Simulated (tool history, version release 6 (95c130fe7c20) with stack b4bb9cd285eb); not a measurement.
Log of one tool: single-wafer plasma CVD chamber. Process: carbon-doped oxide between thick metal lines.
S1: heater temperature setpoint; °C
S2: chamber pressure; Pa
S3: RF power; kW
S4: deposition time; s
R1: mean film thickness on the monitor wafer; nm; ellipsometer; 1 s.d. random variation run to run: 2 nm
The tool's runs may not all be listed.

run 1 hour=0.0 | S1=330 S2=513 S3=0.375 S4=140 | R1=570.63
run 2 hour=4.3 | S1=330 S2=513 S3=0.375 S4=134 | R1=545.50
run 3 hour=9.3 | S1=327 S2=544 S3=0.400 S4=135 | R1=593.58
run 4 hour=13.4 | S1=327 S2=544 S3=0.400 S4=134 | R1=586.14
run 5 hour=22.0 | S1=321 S2=544 S3=0.400 S4=134 | R1=601.24
run 6 hour=23.0 | S1=319 S2=568 S3=0.415 S4=134 | R1=629.92

Run 7 has not been measured yet. What should we expect?
run 7 hour=32.0 | S1=317 S2=591 S3=0.425 S4=134 | R1=?

Run 7 measured R1 647.07 nm.
